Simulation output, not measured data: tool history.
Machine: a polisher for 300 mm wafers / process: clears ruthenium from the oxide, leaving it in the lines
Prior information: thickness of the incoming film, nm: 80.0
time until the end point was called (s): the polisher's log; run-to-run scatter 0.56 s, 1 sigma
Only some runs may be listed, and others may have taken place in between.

run    day  flow of slurry (ml/min)  pressure of the wafer on the pad (psi)  speed of the pad under the wafer (cm/s)  overpolish time after the end point (s)  time until the end point was called (s)
  1      0                      145                                     1.9                                       90                                        8                                   110.46
  2  0.058                      145                                     1.9                                      110                                        8                                   92.954
  3  0.125                      145                                     1.9                                      110                                        8                                   93.681
  4  0.425                      145                                     1.9                                      110                                        8                                   92.359
  5  0.792                      155                                     2.1                                      110                                        8                                   82.596
  6  0.933                      155                                     2.1                                       90                                        8                                   99.293

Predict the results of run 7:
  7  1.183                      160                                     2.3                                       90                                        8                                        ?

For run 7 the tool returned time until the end point was called (s) 91.678.
